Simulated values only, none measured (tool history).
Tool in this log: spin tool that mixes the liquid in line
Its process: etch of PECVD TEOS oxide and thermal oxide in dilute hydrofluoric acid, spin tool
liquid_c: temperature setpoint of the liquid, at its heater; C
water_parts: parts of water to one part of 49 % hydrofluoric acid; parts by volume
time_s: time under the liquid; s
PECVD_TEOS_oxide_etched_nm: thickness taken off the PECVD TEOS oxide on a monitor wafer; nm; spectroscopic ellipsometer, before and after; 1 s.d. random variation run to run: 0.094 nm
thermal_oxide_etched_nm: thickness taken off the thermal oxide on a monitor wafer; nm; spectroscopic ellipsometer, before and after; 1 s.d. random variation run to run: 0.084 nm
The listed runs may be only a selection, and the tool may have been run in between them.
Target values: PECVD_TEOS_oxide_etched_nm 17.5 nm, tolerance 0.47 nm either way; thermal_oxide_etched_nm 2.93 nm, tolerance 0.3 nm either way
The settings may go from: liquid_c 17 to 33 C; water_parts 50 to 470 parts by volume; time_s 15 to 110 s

run	hour	liquid_c	water_parts	time_s	PECVD_TEOS_oxide_etched_nm	thermal_oxide_etched_nm
1	0	25	260	55	5.5873	0.92896
2	0.7	26.5	225	55	7.0859	1.1501
3	8.1	26.5	165	55	10.335	1.8002
4	14.1	26.5	75	55	25.637	4.2254
5	15	26	85	55	22.055	3.4702
6	20.4	26.5	90	55	20.917	3.3963
7	29.1	27	95	55	20.25	3.3782
8	30	27	100	55	18.965	3.215

Next run, 4 choices. One meets every target within its allowed miss, the rest don't. Which?
A	30.9	28	120	60	?	?
B	30.9	32	55	20	?	?
C	30.9	27.5	120	75	?	?
D	30.9	23.5	75	50	?	?

move	PECVD_TEOS_oxide_etched_nm	thermal_oxide_etched_nm
A	17.305	3.0128
B	16.124	2.8072
C	21.236	3.6972
D	20.64	3.5934
A: hits every target within its allowed miss
B: takes the result that was furthest off past its target
C: further off than the last run
D: further off than the last run
A is the move that brings every result within its allowed miss.
